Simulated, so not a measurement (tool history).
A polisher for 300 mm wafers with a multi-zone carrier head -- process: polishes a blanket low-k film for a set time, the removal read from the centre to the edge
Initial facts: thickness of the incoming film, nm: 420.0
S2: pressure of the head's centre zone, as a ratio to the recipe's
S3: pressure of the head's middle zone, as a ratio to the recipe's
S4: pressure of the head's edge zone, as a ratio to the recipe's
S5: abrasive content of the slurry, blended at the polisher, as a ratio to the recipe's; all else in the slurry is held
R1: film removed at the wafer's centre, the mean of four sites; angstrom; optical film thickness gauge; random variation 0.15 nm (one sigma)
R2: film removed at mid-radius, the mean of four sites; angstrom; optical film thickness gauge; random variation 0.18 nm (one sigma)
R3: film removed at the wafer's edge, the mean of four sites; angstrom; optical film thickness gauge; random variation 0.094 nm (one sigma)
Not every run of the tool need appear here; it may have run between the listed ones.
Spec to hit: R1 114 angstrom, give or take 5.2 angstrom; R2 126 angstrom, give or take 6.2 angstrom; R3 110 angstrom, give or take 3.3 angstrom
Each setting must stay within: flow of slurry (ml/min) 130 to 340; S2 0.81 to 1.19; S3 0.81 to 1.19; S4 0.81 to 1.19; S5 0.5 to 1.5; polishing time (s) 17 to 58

{"run": 1, "hour": 0.0, "flow of slurry (ml/min)": 220, "S2": 1, "S3": 1, "S4": 1, "S5": 1, "polishing time (s)": 37, "R1": 146.29, "R2": 149.03, "R3": 145.73}
{"run": 2, "hour": 4.7, "flow of slurry (ml/min)": 220, "S2": 1, "S3": 1, "S4": 1, "S5": 0.8, "polishing time (s)": 37, "R1": 137.67, "R2": 140.77, "R3": 133.43}
{"run": 3, "hour": 7.9, "flow of slurry (ml/min)": 215, "S2": 0.99, "S3": 1, "S4": 0.98, "S5": 0.75, "polishing time (s)": 37, "R1": 131.68, "R2": 131.27, "R3": 128.3}
{"run": 4, "hour": 14.1, "flow of slurry (ml/min)": 215, "S2": 0.99, "S3": 1, "S4": 0.98, "S5": 0.65, "polishing time (s)": 37, "R1": 123.12, "R2": 125.32, "R3": 122.17}
{"run": 5, "hour": 21.8, "flow of slurry (ml/min)": 215, "S2": 0.99, "S3": 1.02, "S4": 0.96, "S5": 0.65, "polishing time (s)": 37, "R1": 122.14, "R2": 127.93, "R3": 121.19}
{"run": 6, "hour": 27.4, "flow of slurry (ml/min)": 215, "S2": 0.99, "S3": 1.03, "S4": 0.94, "S5": 0.65, "polishing time (s)": 37, "R1": 124.29, "R2": 131.93, "R3": 120.71}
{"run": 7, "hour": 33.4, "flow of slurry (ml/min)": 210, "S2": 0.99, "S3": 1.03, "S4": 0.92, "S5": 0.65, "polishing time (s)": 37, "R1": 124.68, "R2": 131.3, "R3": 118.15}
{"run": 8, "hour": 37.9, "flow of slurry (ml/min)": 205, "S2": 0.98, "S3": 1.03, "S4": 0.91, "S5": 0.65, "polishing time (s)": 37, "R1": 123.91, "R2": 125.86, "R3": 116.15}
{"run": 9, "hour": 41.6, "flow of slurry (ml/min)": 205, "S2": 0.97, "S3": 1.04, "S4": 0.9, "S5": 0.65, "polishing time (s)": 37, "R1": 121.4, "R2": 130.68, "R3": 116.28}
{"run": 10, "hour": 44.3, "flow of slurry (ml/min)": 200, "S2": 0.96, "S3": 1.04, "S4": 0.89, "S5": 0.65, "polishing time (s)": 37, "R1": 120.68, "R2": 126.67, "R3": 115.73}
{"run": 11, "hour": 52.4, "flow of slurry (ml/min)": 200, "S2": 0.96, "S3": 1.05, "S4": 0.88, "S5": 0.65, "polishing time (s)": 37, "R1": 121.04, "R2": 129.73, "R3": 116.18}
{"run": 12, "hour": 60.8, "flow of slurry (ml/min)": 200, "S2": 0.95, "S3": 1.05, "S4": 0.87, "S5": 0.65, "polishing time (s)": 37, "R1": 120.25, "R2": 130.68, "R3": 115.5}
{"run": 13, "hour": 66.3, "flow of slurry (ml/min)": 200, "S2": 0.95, "S3": 1.05, "S4": 0.87, "S5": 0.65, "polishing time (s)": 37, "R1": 117.25, "R2": 130.22, "R3": 115.1}
{"run": 14, "hour": 72.8, "flow of slurry (ml/min)": 195, "S2": 0.95, "S3": 1.05, "S4": 0.86, "S5": 0.65, "polishing time (s)": 37, "R1": 116.97, "R2": 130.14, "R3": 113.39}
{"run": 15, "hour": 79.4, "flow of slurry (ml/min)": 190, "S2": 0.95, "S3": 1.05, "S4": 0.86, "S5": 0.65, "polishing time (s)": 37, "R1": 118.68, "R2": 127.54, "R3": 114.22}
{"run": 16, "hour": 86.0, "flow of slurry (ml/min)": 190, "S2": 0.95, "S3": 1.05, "S4": 0.85, "S5": 0.65, "polishing time (s)": 37, "R1": 118.88, "R2": 129.69, "R3": 111.17}

5 next moves are on the table. One of them brings every result within its allowed miss. Which?
{"run": "A", "hour": 92.6, "flow of slurry (ml/min)": 185, "S2": 1.03, "S3": 1.03, "S4": 0.81, "S5": 0.65, "polishing time (s)": 38, "R1": "?", "R2": "?", "R3": "?"}
{"run": "B", "hour": 92.6, "flow of slurry (ml/min)": 170, "S2": 1.09, "S3": 1, "S4": 0.81, "S5": 0.6, "polishing time (s)": 38, "R1": "?", "R2": "?", "R3": "?"}
{"run": "C", "hour": 92.6, "flow of slurry (ml/min)": 200, "S2": 1.04, "S3": 0.98, "S4": 0.87, "S5": 0.5, "polishing time (s)": 41, "R1": "?", "R2": "?", "R3": "?"}
{"run": "D", "hour": 92.6, "flow of slurry (ml/min)": 190, "S2": 0.94, "S3": 1.04, "S4": 0.85, "S5": 0.8, "polishing time (s)": 33, "R1": "?", "R2": "?", "R3": "?"}
{"run": "E", "hour": 92.6, "flow of slurry (ml/min)": 270, "S2": 1.09, "S3": 0.99, "S4": 0.94, "S5": 0.5, "polishing time (s)": 39, "R1": "?", "R2": "?", "R3": "?"}

move=A R1=127.81 R2=129.68 R3=115.04
move=B R1=127.93 R2=120.66 R3=110.3
move=C R1=127.42 R2=122.73 R3=116.44
move=D R1=111.57 R2=123.58 R3=110.59
move=E R1=132.2 R2=122.59 R3=117.78
A: misses by more than the last run did
B: misses by more than the last run did
C: misses by more than the last run did
D: meets every target
E: misses by more than the last run did
Go with D: it meets all targets.

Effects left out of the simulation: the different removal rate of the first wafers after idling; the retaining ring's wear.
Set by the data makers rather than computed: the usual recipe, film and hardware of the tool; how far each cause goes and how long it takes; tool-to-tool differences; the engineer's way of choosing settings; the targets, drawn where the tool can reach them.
